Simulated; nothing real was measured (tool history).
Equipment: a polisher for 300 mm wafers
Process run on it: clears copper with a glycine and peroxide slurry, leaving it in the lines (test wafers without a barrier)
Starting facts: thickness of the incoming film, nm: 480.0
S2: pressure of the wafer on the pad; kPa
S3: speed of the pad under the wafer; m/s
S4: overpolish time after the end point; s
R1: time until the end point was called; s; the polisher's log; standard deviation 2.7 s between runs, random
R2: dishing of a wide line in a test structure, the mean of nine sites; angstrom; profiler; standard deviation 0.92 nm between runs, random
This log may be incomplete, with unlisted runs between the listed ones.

Run 1, day 0.000: flow of slurry (ml/min) 160, S2 11.7 kPa, S3 1.28 m/s, S4 26 s. Result: R1 139.00 s, R2 576.49 angstrom.
Run 2, day 0.075: flow of slurry (ml/min) 160, S2 11.7 kPa, S3 1.56 m/s, S4 26 s. Result: R1 115.39 s, R2 643.97 angstrom.
Run 3, day 0.275: flow of slurry (ml/min) 125, S2 11.7 kPa, S3 1.56 m/s, S4 26 s. Result: R1 122.36 s, R2 621.50 angstrom.
Run 4, day 0.317: flow of slurry (ml/min) 105, S2 11.7 kPa, S3 1.56 m/s, S4 26 s. Result: R1 126.69 s, R2 602.45 angstrom.
Run 5, day 0.379: flow of slurry (ml/min) 105, S2 9.0 kPa, S3 1.56 m/s, S4 26 s. Result: R1 144.95 s, R2 564.46 angstrom.
Run 6, day 0.467: flow of slurry (ml/min) 105, S2 9.0 kPa, S3 1.56 m/s, S4 36 s. Result: R1 142.78 s, R2 674.66 angstrom.
Run 7, day 0.662: flow of slurry (ml/min) 105, S2 8.3 kPa, S3 1.50 m/s, S4 38 s. Result: R1 153.91 s, R2 677.49 angstrom.
Run 8, day 0.704: flow of slurry (ml/min) 105, S2 7.6 kPa, S3 1.46 m/s, S4 40 s. Result: R1 163.35 s, R2 671.04 angstrom.
Run 9, day 0.992: flow of slurry (ml/min) 105, S2 6.9 kPa, S3 1.42 m/s, S4 41 s. Result: R1 167.60 s, R2 653.26 angstrom.
Run 10, day 1.100: flow of slurry (ml/min) 105, S2 6.9 kPa, S3 1.38 m/s, S4 43 s. Result: R1 170.61 s, R2 683.07 angstrom.
Run 11, day 1.283: flow of slurry (ml/min) 105, S2 6.9 kPa, S3 1.34 m/s, S4 44 s. Result: R1 179.97 s, R2 673.54 angstrom.
Run 12, day 1.421: flow of slurry (ml/min) 105, S2 6.9 kPa, S3 1.32 m/s, S4 45 s. Result: R1 179.64 s, R2 685.20 angstrom.
Run 13, day 1.458: flow of slurry (ml/min) 105, S2 6.9 kPa, S3 1.30 m/s, S4 45 s. Result: R1 182.62 s, R2 690.11 angstrom.

Run 14 comes next. What will it give?
Run 14, day 1.633: flow of slurry (ml/min) 105, S2 6.9 kPa, S3 1.30 m/s, S4 45 s. Result: R1 ?, R2 ?.

R1: 181.58 s
R2: 673.00 angstrom
